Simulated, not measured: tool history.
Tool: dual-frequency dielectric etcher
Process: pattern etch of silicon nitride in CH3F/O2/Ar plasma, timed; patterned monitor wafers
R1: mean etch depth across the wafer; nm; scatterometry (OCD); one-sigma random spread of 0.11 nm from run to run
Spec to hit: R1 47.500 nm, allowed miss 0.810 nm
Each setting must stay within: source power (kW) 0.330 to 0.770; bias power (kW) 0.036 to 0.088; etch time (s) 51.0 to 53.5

{"run": 1, "hour": 0.0, "source power (kW)": 0.55, "bias power (kW)": 0.062, "etch time (s)": 51.0, "R1": 41.025}
{"run": 2, "hour": 7.1, "source power (kW)": 0.6, "bias power (kW)": 0.063, "etch time (s)": 51.0, "R1": 42.672}
{"run": 3, "hour": 15.8, "source power (kW)": 0.6, "bias power (kW)": 0.067, "etch time (s)": 51.0, "R1": 43.581}
{"run": 4, "hour": 22.2, "source power (kW)": 0.55, "bias power (kW)": 0.067, "etch time (s)": 51.0, "R1": 42.222}
{"run": 5, "hour": 28.1, "source power (kW)": 0.55, "bias power (kW)": 0.059, "etch time (s)": 51.0, "R1": 40.469}
{"run": 6, "hour": 33.8, "source power (kW)": 0.6, "bias power (kW)": 0.061, "etch time (s)": 51.0, "R1": 41.914}
{"run": 7, "hour": 38.8, "source power (kW)": 0.6, "bias power (kW)": 0.061, "etch time (s)": 51.0, "R1": 42.06}
{"run": 8, "hour": 45.5, "source power (kW)": 0.64, "bias power (kW)": 0.062, "etch time (s)": 51.0, "R1": 43.234}

Exercise: of the 4 proposed moves below, exactly one satisfies all targets within the stated allowed misses. Which move is it?
{"run": "A", "hour": 52.2, "source power (kW)": 0.6, "bias power (kW)": 0.045, "etch time (s)": 52.5, "R1": "?"}
{"run": "B", "hour": 52.2, "source power (kW)": 0.66, "bias power (kW)": 0.062, "etch time (s)": 52.0, "R1": "?"}
{"run": "C", "hour": 52.2, "source power (kW)": 0.68, "bias power (kW)": 0.067, "etch time (s)": 52.0, "R1": "?"}
{"run": "D", "hour": 52.2, "source power (kW)": 0.64, "bias power (kW)": 0.073, "etch time (s)": 53.0, "R1": "?"}

move=A R1=38.756
move=B R1=44.493
move=C R1=46.245
move=D R1=47.711
A: the biggest miss grows against the last run
B: closer than the last run, but not yet in spec
C: closer than the last run, but not yet in spec
D: each result inside its tolerance
D is the move that brings every result within its allowed miss.

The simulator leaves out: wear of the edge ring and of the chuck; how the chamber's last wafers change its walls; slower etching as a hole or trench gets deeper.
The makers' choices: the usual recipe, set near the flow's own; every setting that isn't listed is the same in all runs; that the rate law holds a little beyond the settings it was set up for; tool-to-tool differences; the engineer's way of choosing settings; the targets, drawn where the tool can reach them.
